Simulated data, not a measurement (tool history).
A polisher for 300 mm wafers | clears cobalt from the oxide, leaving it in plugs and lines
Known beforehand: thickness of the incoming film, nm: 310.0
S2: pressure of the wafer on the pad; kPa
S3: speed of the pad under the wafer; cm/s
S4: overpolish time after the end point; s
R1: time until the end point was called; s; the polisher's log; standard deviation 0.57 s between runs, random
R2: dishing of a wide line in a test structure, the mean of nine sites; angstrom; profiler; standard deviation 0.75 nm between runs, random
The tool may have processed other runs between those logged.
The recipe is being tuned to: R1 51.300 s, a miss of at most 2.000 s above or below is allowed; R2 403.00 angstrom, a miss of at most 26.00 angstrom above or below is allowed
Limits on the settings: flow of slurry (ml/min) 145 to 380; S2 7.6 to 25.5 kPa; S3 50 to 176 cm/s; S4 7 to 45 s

run 1 hour=0.0 | flow_of_slurry_(ml/min)=245 S2=16.5 S3=112 S4=23 | R1=42.607 R2=448.19
run 2 hour=7.1 | flow_of_slurry_(ml/min)=245 S2=13.1 S3=112 S4=23 | R1=52.232 R2=429.31
run 3 hour=9.9 | flow_of_slurry_(ml/min)=245 S2=13.1 S3=86 S4=23 | R1=67.002 R2=417.69
run 4 hour=14.2 | flow_of_slurry_(ml/min)=245 S2=13.8 S3=86 S4=20 | R1=63.396 R2=407.51
run 5 hour=20.0 | flow_of_slurry_(ml/min)=245 S2=14.5 S3=86 S4=19 | R1=61.680 R2=399.96
run 6 hour=24.3 | flow_of_slurry_(ml/min)=245 S2=15.2 S3=86 S4=19 | R1=58.650 R2=419.73
run 7 hour=29.6 | flow_of_slurry_(ml/min)=245 S2=15.9 S3=86 S4=17 | R1=56.084 R2=395.68
run 8 hour=38.1 | flow_of_slurry_(ml/min)=245 S2=16.5 S3=86 S4=17 | R1=54.954 R2=387.83
run 9 hour=47.1 | flow_of_slurry_(ml/min)=245 S2=16.5 S3=86 S4=18 | R1=54.378 R2=408.83

Next run, 5 choices. One meets every target within its allowed miss, the rest don't. Which?
run A hour=56.1 | flow_of_slurry_(ml/min)=250 S2=16.5 S3=82 S4=19 | R1=? R2=?
run B hour=56.1 | flow_of_slurry_(ml/min)=260 S2=18.6 S3=92 S4=41 | R1=? R2=?
run C hour=56.1 | flow_of_slurry_(ml/min)=240 S2=18.6 S3=76 S4=21 | R1=? R2=?
run D hour=56.1 | flow_of_slurry_(ml/min)=215 S2=18.6 S3=86 S4=18 | R1=? R2=?
run E hour=56.1 | flow_of_slurry_(ml/min)=205 S2=13.8 S3=94 S4=22 | R1=? R2=?

move=A R1=57.236 R2=395.23
move=B R1=46.417 R2=447.62
move=C R1=56.215 R2=407.92
move=D R1=50.535 R2=402.48
move=E R1=59.150 R2=407.64
A: further off than the last run
B: takes the biggest miss from the last run beyond its target
C: further off than the last run
D: each result inside its tolerance
E: further off than the last run
Answer: D
